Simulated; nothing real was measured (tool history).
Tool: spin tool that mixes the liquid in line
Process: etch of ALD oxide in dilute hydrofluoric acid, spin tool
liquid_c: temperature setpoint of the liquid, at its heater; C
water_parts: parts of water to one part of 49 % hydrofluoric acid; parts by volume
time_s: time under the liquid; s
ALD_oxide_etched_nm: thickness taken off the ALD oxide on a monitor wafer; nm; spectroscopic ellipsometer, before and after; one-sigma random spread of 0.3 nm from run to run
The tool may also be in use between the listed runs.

run,hour,liquid_c,water_parts,time_s,ALD_oxide_etched_nm
1,0.0,21.0,85,285,31.250
2,8.4,21.0,100,285,26.125
3,16.5,21.0,130,285,19.324
4,21.9,21.0,150,285,16.316
5,24.1,23.5,120,285,23.521
6,31.6,27.0,120,285,27.014

Run 7 is up next; what results do you expect?
7,37.5,27.5,100,285,?

Logged for run 7: ALD_oxide_etched_nm 33.909 nm.

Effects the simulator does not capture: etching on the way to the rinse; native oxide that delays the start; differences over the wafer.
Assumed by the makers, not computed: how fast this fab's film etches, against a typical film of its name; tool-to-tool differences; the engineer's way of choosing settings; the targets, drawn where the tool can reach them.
